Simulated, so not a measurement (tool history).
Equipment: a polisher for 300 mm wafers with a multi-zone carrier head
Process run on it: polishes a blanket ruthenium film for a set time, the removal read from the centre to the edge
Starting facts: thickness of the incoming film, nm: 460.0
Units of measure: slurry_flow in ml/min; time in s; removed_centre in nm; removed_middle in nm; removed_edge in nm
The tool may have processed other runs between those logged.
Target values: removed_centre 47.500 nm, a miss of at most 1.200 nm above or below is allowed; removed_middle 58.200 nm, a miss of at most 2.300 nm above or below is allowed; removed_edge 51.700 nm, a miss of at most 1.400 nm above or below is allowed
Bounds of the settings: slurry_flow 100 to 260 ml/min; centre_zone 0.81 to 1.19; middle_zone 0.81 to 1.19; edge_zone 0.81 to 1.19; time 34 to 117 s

run	hour	slurry_flow	centre_zone	middle_zone	edge_zone	time	removed_centre	removed_middle	removed_edge
1	0.0	165	1.00	1.00	1.00	75	86.532	84.789	85.854
2	0.7	155	0.96	1.02	0.96	67	72.837	75.817	75.624
3	4.9	115	0.96	1.02	0.96	67	67.687	71.873	70.787
4	11.0	140	0.96	1.02	0.96	67	70.421	72.953	72.905
5	18.2	160	0.96	1.02	0.96	67	73.302	77.996	74.597
6	19.6	150	0.93	1.02	0.93	62	65.264	69.603	68.053
7	28.2	140	0.91	1.04	0.90	58	58.215	64.202	61.611
8	34.8	130	0.89	1.06	0.88	57	56.016	64.076	59.262
9	43.5	125	0.87	1.07	0.86	56	52.015	62.639	56.828
10	49.7	125	0.87	1.07	0.86	56	52.031	63.635	57.382
11	50.8	115	0.86	1.06	0.81	49	44.200	53.160	47.526
12	51.6	125	0.86	1.06	0.82	49	45.658	54.065	48.589
13	53.6	135	0.85	1.07	0.83	49	45.733	57.317	49.964
14	57.9	140	0.85	1.07	0.84	49	45.945	55.904	49.496

Which of these 4 next moves meets every target?
A	62.2	145	0.86	1.11	0.87	49	?	?	?
B	62.2	140	0.82	1.12	0.84	48	?	?	?
C	62.2	115	0.85	1.06	0.81	57	?	?	?
D	62.2	175	0.85	1.13	0.96	46	?	?	?

move	removed_centre	removed_middle	removed_edge
A	46.634	60.005	51.432
B	43.151	58.781	49.310
C	50.091	63.262	55.647
D	45.138	59.374	51.899
A: all results land within tolerance of their targets
B: its largest miss is bigger than the last run's
C: pushes the last run's worst result past its target
D: the furthest-off result lands on target, but another misses its tolerance
Move A is the one to make.

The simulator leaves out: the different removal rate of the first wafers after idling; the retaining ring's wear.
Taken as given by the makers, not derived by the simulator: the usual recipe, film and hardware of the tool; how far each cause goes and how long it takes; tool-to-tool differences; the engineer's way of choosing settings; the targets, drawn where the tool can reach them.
